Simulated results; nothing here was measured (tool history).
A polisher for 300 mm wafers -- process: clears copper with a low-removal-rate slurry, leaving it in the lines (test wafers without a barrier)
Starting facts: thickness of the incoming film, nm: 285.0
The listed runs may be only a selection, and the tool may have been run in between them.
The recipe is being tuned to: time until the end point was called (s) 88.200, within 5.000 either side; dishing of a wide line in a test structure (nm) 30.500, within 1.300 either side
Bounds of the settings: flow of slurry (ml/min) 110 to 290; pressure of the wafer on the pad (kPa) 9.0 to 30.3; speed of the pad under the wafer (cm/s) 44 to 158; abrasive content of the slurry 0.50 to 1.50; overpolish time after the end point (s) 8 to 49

run	hour	flow of slurry (ml/min)	pressure of the wafer on the pad (kPa)	speed of the pad under the wafer (cm/s)	abrasive content of the slurry	overpolish time after the end point (s)	time until the end point was called (s)	dishing of a wide line in a test structure (nm)
1	0.0	185	19.3	100	1.00	25	74.211	47.547
2	1.8	185	19.3	100	1.00	18	78.170	38.912
3	7.5	185	19.3	100	1.00	17	75.353	37.010
4	9.0	185	19.3	114	1.00	17	69.010	40.764
5	10.3	185	18.6	114	1.00	16	69.310	38.213
6	17.0	185	17.9	114	1.00	16	70.909	37.040
7	23.7	185	17.2	114	1.00	16	76.942	36.862
# hour 31.6: head pressure recalibrated
8	31.6	185	17.2	114	1.00	15	79.904	32.222

Exactly one of the 5 candidate moves below puts every result within its allowed miss. Which one?
A	39.5	170	13.1	124	0.85	15	?	?
B	39.5	190	19.3	96	0.95	15	?	?
C	39.5	185	14.5	122	0.70	18	?	?
D	39.5	165	15.2	116	1.05	17	?	?
E	39.5	200	16.5	104	1.15	17	?	?

move	time until the end point was called (s)	dishing of a wide line in a test structure (nm)
A	98.337	27.739
B	87.669	30.593
C	96.803	32.136
D	88.216	33.009
E	86.709	33.521
A: the result that was furthest off in the last run now lies on the other side of its target
B: all results land within tolerance of their targets
C: the result that was furthest off in the last run now lies on the other side of its target
D: the worst result of the last run now meets its target, but another is out of spec
E: the worst result of the last run now meets its target, but another is out of spec
Move B is the one to make.
